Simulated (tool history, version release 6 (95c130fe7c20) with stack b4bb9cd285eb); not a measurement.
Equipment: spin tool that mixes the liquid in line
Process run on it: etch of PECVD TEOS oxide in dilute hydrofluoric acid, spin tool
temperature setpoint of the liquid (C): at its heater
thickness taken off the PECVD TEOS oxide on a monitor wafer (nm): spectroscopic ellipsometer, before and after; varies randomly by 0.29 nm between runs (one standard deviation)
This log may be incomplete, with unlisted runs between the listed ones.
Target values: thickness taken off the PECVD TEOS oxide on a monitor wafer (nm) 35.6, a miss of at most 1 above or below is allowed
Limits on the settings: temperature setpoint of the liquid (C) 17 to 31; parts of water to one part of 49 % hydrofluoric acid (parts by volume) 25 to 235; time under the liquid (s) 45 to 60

run	hour	temperature setpoint of the liquid (C)	parts of water to one part of 49 % hydrofluoric acid (parts by volume)	time under the liquid (s)	thickness taken off the PECVD TEOS oxide on a monitor wafer (nm)
1	0	23	130	60	9.9168
2	7.1	25	105	60	13.541
3	11.9	26.5	85	60	18.538
4	19.4	27.5	75	60	22.074
5	26.3	27.5	55	60	31.144
6	28.2	27.5	95	60	17.005
7	29.7	28	85	60	19.639
8	31.1	28.5	75	60	23.26
9	37.2	29	70	60	25.427
10	37.9	29.5	65	60	27.898
# hour 45.8: hydrofluoric acid flow meter replaced
11	45.8	29.5	65	60	31.488
12	48.6	30	65	60	32.395
13	56.5	30.5	65	60	32.608
14	60.7	31	65	60	33.405
15	61.6	31	65	60	33.091

Of the 5 settings listed for the next run, only one would bring every result within its allowed miss of target. Which one?
A	62.5	30.5	65	60	?
B	62.5	31	70	60	?
C	62.5	30.5	60	60	?
D	62.5	29.5	55	60	?
E	62.5	29.5	50	45	?

move	thickness taken off the PECVD TEOS oxide on a monitor wafer (nm)
A	32.941
B	30.944
C	35.959
D	38.017
E	31.602
A: moves away from the targets compared with the last run
B: moves away from the targets compared with the last run
C: meets every target
D: takes the result that was furthest off past its target
E: moves away from the targets compared with the last run
So the answer is move C, the one that meets all the targets.
